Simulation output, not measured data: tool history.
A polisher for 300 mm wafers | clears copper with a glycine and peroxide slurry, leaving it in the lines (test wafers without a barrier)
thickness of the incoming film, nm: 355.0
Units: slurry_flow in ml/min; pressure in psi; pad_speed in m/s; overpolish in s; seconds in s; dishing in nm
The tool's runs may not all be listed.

run 1 hour=0 | slurry_flow=275 pressure=2.1 pad_speed=1.22 overpolish=10 | seconds=77.807 dishing=26.004
run 2 hour=6.5 | slurry_flow=275 pressure=2.2 pad_speed=1.22 overpolish=10 | seconds=76.413 dishing=26.969
run 3 hour=15.4 | slurry_flow=275 pressure=2.2 pad_speed=1.22 overpolish=13 | seconds=76.703 dishing=32.44
run 4 hour=22.4 | slurry_flow=325 pressure=2.2 pad_speed=1.22 overpolish=13 | seconds=76.049 dishing=32.383
run 5 hour=24.4 | slurry_flow=325 pressure=2 pad_speed=1.22 overpolish=13 | seconds=81.705 dishing=30.752
run 6 hour=26.9 | slurry_flow=325 pressure=2.1 pad_speed=1.22 overpolish=13 | seconds=78.873 dishing=31.545
run 7 hour=34.1 | slurry_flow=325 pressure=2.2 pad_speed=1.22 overpolish=13 | seconds=74.17 dishing=30.768
run 8 hour=37.8 | slurry_flow=325 pressure=2.3 pad_speed=1.24 overpolish=13 | seconds=71.956 dishing=31.608
run 9 hour=42.3 | slurry_flow=325 pressure=2.4 pad_speed=1.26 overpolish=13 | seconds=69.889 dishing=32.551
run 10 hour=48.9 | slurry_flow=325 pressure=2.4 pad_speed=1.26 overpolish=13 | seconds=68.019 dishing=34.412

Forecast run 11:
run 11 hour=52.9 | slurry_flow=325 pressure=2.5 pad_speed=1.26 overpolish=13 | seconds=? dishing=?

Run 11 gave seconds 65.995 s, dishing 34.544 nm.
